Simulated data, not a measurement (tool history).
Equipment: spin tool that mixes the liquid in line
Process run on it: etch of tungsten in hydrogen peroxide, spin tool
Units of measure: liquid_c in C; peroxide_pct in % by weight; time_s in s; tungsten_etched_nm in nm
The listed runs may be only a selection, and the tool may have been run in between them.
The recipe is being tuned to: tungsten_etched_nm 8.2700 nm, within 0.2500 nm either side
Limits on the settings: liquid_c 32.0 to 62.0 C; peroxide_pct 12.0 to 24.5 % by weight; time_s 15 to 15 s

Run 1, hour 0.0: liquid_c 46.0 C, peroxide_pct 16.5 % by weight, time_s 15 s. Result: tungsten_etched_nm 12.0550 nm.
Run 2, hour 8.5: liquid_c 39.0 C, peroxide_pct 16.5 % by weight, time_s 15 s. Result: tungsten_etched_nm 7.6752 nm.
Run 3, hour 9.7: liquid_c 34.0 C, peroxide_pct 16.5 % by weight, time_s 15 s. Result: tungsten_etched_nm 5.5124 nm.
Run 4, hour 12.0: liquid_c 35.0 C, peroxide_pct 16.5 % by weight, time_s 15 s. Result: tungsten_etched_nm 5.9307 nm.
Run 5, hour 20.4: liquid_c 35.0 C, peroxide_pct 16.5 % by weight, time_s 15 s. Result: tungsten_etched_nm 5.9336 nm.
Run 6, hour 28.6: liquid_c 32.0 C, peroxide_pct 16.5 % by weight, time_s 15 s. Result: tungsten_etched_nm 4.8035 nm.
Run 7, hour 29.2: liquid_c 32.0 C, peroxide_pct 16.5 % by weight, time_s 15 s. Result: tungsten_etched_nm 4.8174 nm.
Run 8, hour 31.8: liquid_c 33.5 C, peroxide_pct 16.5 % by weight, time_s 15 s. Result: tungsten_etched_nm 5.3317 nm.
Run 9, hour 39.1: liquid_c 41.5 C, peroxide_pct 16.5 % by weight, time_s 15 s. Result: tungsten_etched_nm 9.0961 nm.

Exercise: of the 4 proposed moves below, exactly one satisfies all targets within the stated allowed misses. Which move is it?
Run A, hour 46.4: liquid_c 39.5 C, peroxide_pct 15.5 % by weight, time_s 15 s. Result: tungsten_etched_nm ?.
Run B, hour 46.4: liquid_c 42.5 C, peroxide_pct 17.0 % by weight, time_s 15 s. Result: tungsten_etched_nm ?.
Run C, hour 46.4: liquid_c 39.0 C, peroxide_pct 17.0 % by weight, time_s 15 s. Result: tungsten_etched_nm ?.
Run D, hour 46.4: liquid_c 40.0 C, peroxide_pct 17.0 % by weight, time_s 15 s. Result: tungsten_etched_nm ?.

move  tungsten_etched_nm
   A              7.5509
   B              9.6011
   C              7.6534
   D              8.1698
A: carries the result that was furthest off beyond its target, to the other side
B: lands further from the targets than the last run did
C: carries the result that was furthest off beyond its target, to the other side
D: each result inside its tolerance
Move D is the one to make.
